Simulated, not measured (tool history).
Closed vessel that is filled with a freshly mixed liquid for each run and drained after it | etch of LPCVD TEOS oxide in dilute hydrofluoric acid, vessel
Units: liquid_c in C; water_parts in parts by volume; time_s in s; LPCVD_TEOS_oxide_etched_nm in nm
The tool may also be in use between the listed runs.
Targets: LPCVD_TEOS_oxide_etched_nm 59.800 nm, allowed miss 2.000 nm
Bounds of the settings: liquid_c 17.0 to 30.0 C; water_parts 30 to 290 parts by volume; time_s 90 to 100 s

Run 1, day 0.000: liquid_c 22.0 C, water_parts 160 parts by volume, time_s 90 s. Result: LPCVD_TEOS_oxide_etched_nm 27.053 nm.
Run 2, day 0.183: liquid_c 20.0 C, water_parts 160 parts by volume, time_s 90 s. Result: LPCVD_TEOS_oxide_etched_nm 24.974 nm.
Run 3, day 0.212: liquid_c 20.0 C, water_parts 160 parts by volume, time_s 90 s. Result: LPCVD_TEOS_oxide_etched_nm 24.479 nm.
Run 4, day 0.396: liquid_c 18.5 C, water_parts 160 parts by volume, time_s 90 s. Result: LPCVD_TEOS_oxide_etched_nm 23.040 nm.
Run 5, day 0.662: liquid_c 20.0 C, water_parts 150 parts by volume, time_s 90 s. Result: LPCVD_TEOS_oxide_etched_nm 26.595 nm.
Run 6, day 0.717: liquid_c 20.0 C, water_parts 205 parts by volume, time_s 90 s. Result: LPCVD_TEOS_oxide_etched_nm 18.269 nm.
Run 7, day 0.979: liquid_c 21.5 C, water_parts 190 parts by volume, time_s 90 s. Result: LPCVD_TEOS_oxide_etched_nm 21.252 nm.
Run 8, day 1.008: liquid_c 22.5 C, water_parts 175 parts by volume, time_s 90 s. Result: LPCVD_TEOS_oxide_etched_nm 24.925 nm.

4 next moves are on the table. One of them brings every result within its allowed miss. Which?
Run A, day 1.038: liquid_c 19.0 C, water_parts 95 parts by volume, time_s 90 s. Result: LPCVD_TEOS_oxide_etched_nm ?.
Run B, day 1.038: liquid_c 23.0 C, water_parts 90 parts by volume, time_s 100 s. Result: LPCVD_TEOS_oxide_etched_nm ?.
Run C, day 1.038: liquid_c 25.0 C, water_parts 105 parts by volume, time_s 100 s. Result: LPCVD_TEOS_oxide_etched_nm ?.
Run D, day 1.038: liquid_c 26.5 C, water_parts 120 parts by volume, time_s 100 s. Result: LPCVD_TEOS_oxide_etched_nm ?.

move  LPCVD_TEOS_oxide_etched_nm
   A                      41.964
   B                      58.305
   C                      53.113
   D                      48.327
A: nearer than the last run, and not there yet
B: meets every target
C: nearer than the last run, and not there yet
D: nearer than the last run, and not there yet
The right move is B.
